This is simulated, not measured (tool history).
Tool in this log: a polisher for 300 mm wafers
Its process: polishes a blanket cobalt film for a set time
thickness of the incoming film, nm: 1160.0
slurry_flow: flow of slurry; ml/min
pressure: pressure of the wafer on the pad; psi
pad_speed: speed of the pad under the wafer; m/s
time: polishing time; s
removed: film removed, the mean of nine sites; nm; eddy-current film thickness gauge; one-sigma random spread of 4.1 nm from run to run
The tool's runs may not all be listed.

{"run": 1, "day": 0.0, "slurry_flow": 320, "pressure": 1.9, "pad_speed": 1.02, "time": 78, "removed": 329.57}
{"run": 2, "day": 0.354, "slurry_flow": 255, "pressure": 1.9, "pad_speed": 1.02, "time": 78, "removed": 322.63}
{"run": 3, "day": 0.4, "slurry_flow": 205, "pressure": 1.9, "pad_speed": 1.02, "time": 78, "removed": 312.5}
{"run": 4, "day": 0.758, "slurry_flow": 285, "pressure": 1.9, "pad_speed": 1.02, "time": 78, "removed": 331.91}
{"run": 5, "day": 0.788, "slurry_flow": 305, "pressure": 2, "pad_speed": 1.02, "time": 78, "removed": 347.76}
{"run": 6, "day": 0.908, "slurry_flow": 305, "pressure": 2, "pad_speed": 1.02, "time": 78, "removed": 344.59}

Run 7, settings as shown, results not yet in. Your forecast:
{"run": 7, "day": 1.05, "slurry_flow": 310, "pressure": 2.2, "pad_speed": 1.02, "time": 78, "removed": "?"}

{"run 7": {"removed": 382.13}}
